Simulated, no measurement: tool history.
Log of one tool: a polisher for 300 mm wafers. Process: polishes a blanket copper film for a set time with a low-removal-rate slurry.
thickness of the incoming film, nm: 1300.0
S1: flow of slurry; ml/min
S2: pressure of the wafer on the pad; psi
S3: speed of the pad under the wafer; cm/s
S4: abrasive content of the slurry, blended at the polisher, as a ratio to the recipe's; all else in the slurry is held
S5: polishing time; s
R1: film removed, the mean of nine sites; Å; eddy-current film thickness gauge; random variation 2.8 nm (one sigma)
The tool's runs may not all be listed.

run 1 day=0.000 | S1=200 S2=3.2 S3=142 S4=1.0 S5=74 | R1=2688.0
run 2 day=0.092 | S1=200 S2=3.2 S3=142 S4=1.0 S5=74 | R1=2649.7
run 3 day=0.425 | S1=205 S2=3.5 S3=142 S4=1.0 S5=74 | R1=2909.5
run 4 day=0.717 | S1=210 S2=3.7 S3=142 S4=1.0 S5=74 | R1=3078.5
run 5 day=0.917 | S1=210 S2=3.9 S3=142 S4=1.0 S5=74 | R1=3266.0
run 6 day=1.204 | S1=245 S2=3.9 S3=142 S4=1.0 S5=74 | R1=3349.1
run 7 day=1.404 | S1=250 S2=4.0 S3=142 S4=1.0 S5=74 | R1=3398.6
run 8 day=1.758 | S1=250 S2=4.0 S3=142 S4=1.0 S5=74 | R1=3461.2
run 9 day=1.950 | S1=255 S2=4.1 S3=142 S4=1.0 S5=74 | R1=3519.4
run 10 day=2.217 | S1=255 S2=4.2 S3=142 S4=1.0 S5=74 | R1=3527.3
run 11 day=2.475 | S1=255 S2=4.3 S3=142 S4=1.0 S5=74 | R1=3654.5
run 12 day=2.512 | S1=260 S2=4.4 S3=142 S4=1.0 S5=74 | R1=3770.6

The next listed run, before its measurement:
run 13 day=2.667 | S1=265 S2=4.5 S3=142 S4=1.0 S5=74 | R1=?

R1: 3856.9 Å

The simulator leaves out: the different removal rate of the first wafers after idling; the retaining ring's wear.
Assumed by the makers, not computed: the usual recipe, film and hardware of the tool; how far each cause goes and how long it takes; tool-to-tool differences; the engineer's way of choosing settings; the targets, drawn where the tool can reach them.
